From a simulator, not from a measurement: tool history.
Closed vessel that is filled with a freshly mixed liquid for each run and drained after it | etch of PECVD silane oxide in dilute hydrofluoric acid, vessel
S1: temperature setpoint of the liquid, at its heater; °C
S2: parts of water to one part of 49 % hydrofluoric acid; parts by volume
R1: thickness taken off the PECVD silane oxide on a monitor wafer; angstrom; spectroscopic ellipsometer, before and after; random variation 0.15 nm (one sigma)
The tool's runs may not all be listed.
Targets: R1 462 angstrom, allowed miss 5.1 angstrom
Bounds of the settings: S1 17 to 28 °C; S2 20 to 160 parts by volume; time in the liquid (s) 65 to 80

{"run": 1, "hour": 0.0, "S1": 20, "S2": 90, "time in the liquid (s)": 80, "R1": 303.21}
{"run": 2, "hour": 7.4, "S1": 17.5, "S2": 90, "time in the liquid (s)": 80, "R1": 274.75}
{"run": 3, "hour": 9.4, "S1": 17, "S2": 90, "time in the liquid (s)": 80, "R1": 267.46}
{"run": 4, "hour": 11.7, "S1": 17, "S2": 90, "time in the liquid (s)": 80, "R1": 268.43}
{"run": 5, "hour": 17.8, "S1": 17, "S2": 90, "time in the liquid (s)": 80, "R1": 268.41}
{"run": 6, "hour": 25.6, "S1": 17, "S2": 90, "time in the liquid (s)": 80, "R1": 269.24}
{"run": 7, "hour": 26.8, "S1": 20.5, "S2": 85, "time in the liquid (s)": 80, "R1": 331.78}
{"run": 8, "hour": 35.6, "S1": 23, "S2": 85, "time in the liquid (s)": 80, "R1": 367.09}

Which of these 4 next moves meets every target?
{"run": "A", "hour": 44.4, "S1": 23.5, "S2": 115, "time in the liquid (s)": 80, "R1": "?"}
{"run": "B", "hour": 44.4, "S1": 21.5, "S2": 65, "time in the liquid (s)": 80, "R1": "?"}
{"run": "C", "hour": 44.4, "S1": 21.5, "S2": 75, "time in the liquid (s)": 80, "R1": "?"}
{"run": "D", "hour": 44.4, "S1": 24, "S2": 65, "time in the liquid (s)": 80, "R1": "?"}

move=A R1=266.53
move=B R1=461.89
move=C R1=395.48
move=D R1=511.87
A: further off than the last run
B: meets every target
C: nearer than the last run, and not there yet
D: takes the result that was furthest off past its target
The right move is B.

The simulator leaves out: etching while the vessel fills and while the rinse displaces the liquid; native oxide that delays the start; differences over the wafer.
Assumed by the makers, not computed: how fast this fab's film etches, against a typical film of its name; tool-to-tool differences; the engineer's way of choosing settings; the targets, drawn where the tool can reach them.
